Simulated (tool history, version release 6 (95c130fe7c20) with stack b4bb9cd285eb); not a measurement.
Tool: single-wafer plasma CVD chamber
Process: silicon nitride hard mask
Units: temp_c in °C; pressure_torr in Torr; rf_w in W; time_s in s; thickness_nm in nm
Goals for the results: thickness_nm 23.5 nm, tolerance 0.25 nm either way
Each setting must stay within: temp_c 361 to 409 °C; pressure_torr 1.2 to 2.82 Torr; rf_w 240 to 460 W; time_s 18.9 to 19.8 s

run,hour,temp_c,pressure_torr,rf_w,time_s,thickness_nm
1,0,385,2.01,350,19.8,30.197
2,5.3,385,2.23,350,19.8,30.915
3,13.2,385,2.23,305,19.8,28.331
4,15.4,385,2.23,265,19.8,25.919
5,18,385,2.08,265,19.8,25.384
6,20.3,385,2.08,265,19.8,25.484
7,25.8,385,1.96,265,19.8,24.986
8,31.2,385,1.87,265,19.8,24.865
9,37,385,1.78,265,19.8,24.499
10,41.9,385,1.72,265,19.8,24.261
11,45.8,385,1.67,265,19.8,24.13
12,51.2,385,1.63,265,19.8,23.978
13,59.4,385,1.6,265,19.8,23.899
14,60.8,385,1.58,265,19.8,23.694

Consider the 5 candidate settings below. Which is the only one whose results all fall within their allowed miss of target?
A,62.2,389,1.85,275,18.9,?
B,62.2,385,1.5,270,19.6,?
C,62.2,375,1.2,310,19.7,?
D,62.2,385,1.49,275,19.8,?
E,62.2,383,1.66,275,19.3,?

move,thickness_nm
A,24.2
B,23.501
C,24.336
D,23.979
E,24.076
A: its largest miss is bigger than the last run's
B: hits every target within its allowed miss
C: its largest miss is bigger than the last run's
D: its largest miss is bigger than the last run's
E: its largest miss is bigger than the last run's
Move B is the one to make.
